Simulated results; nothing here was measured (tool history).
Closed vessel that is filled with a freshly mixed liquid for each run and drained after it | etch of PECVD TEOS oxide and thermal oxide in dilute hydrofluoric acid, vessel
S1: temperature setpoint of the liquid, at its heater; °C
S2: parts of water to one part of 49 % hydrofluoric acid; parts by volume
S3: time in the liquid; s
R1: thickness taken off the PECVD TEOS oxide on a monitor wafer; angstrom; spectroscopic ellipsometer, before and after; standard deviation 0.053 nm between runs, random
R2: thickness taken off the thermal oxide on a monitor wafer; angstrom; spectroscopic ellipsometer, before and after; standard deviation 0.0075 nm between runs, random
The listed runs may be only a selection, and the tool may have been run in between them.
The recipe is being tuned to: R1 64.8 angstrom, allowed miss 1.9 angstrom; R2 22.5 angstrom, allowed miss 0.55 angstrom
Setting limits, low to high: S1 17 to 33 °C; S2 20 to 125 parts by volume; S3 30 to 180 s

| run | hour | S1 | S2 | S3 | R1 | R2 |
|---|---|---|---|---|---|---|
| 1 | 0 | 25 | 70 | 90 | 192.65 | 65.86 |
| 2 | 4 | 25 | 70 | 65 | 135.96 | 47.638 |
| 3 | 9.2 | 23 | 80 | 65 | 107.49 | 37.874 |
| 4 | 14.7 | 23 | 70 | 65 | 124.84 | 43.812 |
| 5 | 18.3 | 21.5 | 80 | 65 | 101.79 | 35.823 |
| 6 | 20.3 | 20 | 80 | 65 | 96.278 | 33.414 |
| 7 | 28 | 19 | 85 | 65 | 87.273 | 30.231 |
| 8 | 31 | 18.5 | 90 | 65 | 80.423 | 27.786 |
| 9 | 34.2 | 18 | 95 | 65 | 74.257 | 25.663 |
| 10 | 37.2 | 17.5 | 100 | 65 | 68.313 | 23.708 |
| 11 | 43 | 17 | 100 | 65 | 65.735 | 23.211 |
| 12 | 50.8 | 17 | 100 | 60 | 61.983 | 21.483 |

Pick the move, out of 4, that brings all results within their allowed miss; only one does.
| A | 58.6 | 20 | 100 | 50 | ? | ? |
| B | 58.6 | 17 | 85 | 50 | ? | ? |
| C | 58.6 | 17.5 | 90 | 55 | ? | ? |
| D | 58.6 | 17 | 70 | 40 | ? | ? |

| move | R1 | R2 |
|---|---|---|
| A | 58.891 | 20.215 |
| B | 62.039 | 21.296 |
| C | 65.512 | 22.488 |
| D | 61.201 | 21.008 |
A: lands further from the targets than the last run did
B: lands further from the targets than the last run did
C: all results land within tolerance of their targets
D: lands further from the targets than the last run did
C is the move that brings every result within its allowed miss.
